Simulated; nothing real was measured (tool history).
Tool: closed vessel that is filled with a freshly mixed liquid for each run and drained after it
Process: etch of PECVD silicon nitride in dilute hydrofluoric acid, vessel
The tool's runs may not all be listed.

run	day	temperature setpoint of the liquid (°C)	parts of water to one part of 49 % hydrofluoric acid (parts by volume)	time in the liquid (s)	thickness taken off the PECVD silicon nitride on a monitor wafer (Å)
1	0.000	21.0	265	505	78.035
2	0.329	23.0	225	505	105.070
3	0.571	21.5	225	505	94.372
4	0.908	23.0	200	505	115.960
5	1.129	24.5	200	505	129.060
6	1.288	24.5	200	505	128.930
7	1.342	24.5	200	505	127.440
8	1.500	28.5	95	505	346.680
9	1.688	27.5	95	505	327.490

Run 10 comes next. What will it give?
10	1.850	26.5	95	505	?

{"run 10": {"thickness taken off the PECVD silicon nitride on a monitor wafer (Å)": 303.47}}

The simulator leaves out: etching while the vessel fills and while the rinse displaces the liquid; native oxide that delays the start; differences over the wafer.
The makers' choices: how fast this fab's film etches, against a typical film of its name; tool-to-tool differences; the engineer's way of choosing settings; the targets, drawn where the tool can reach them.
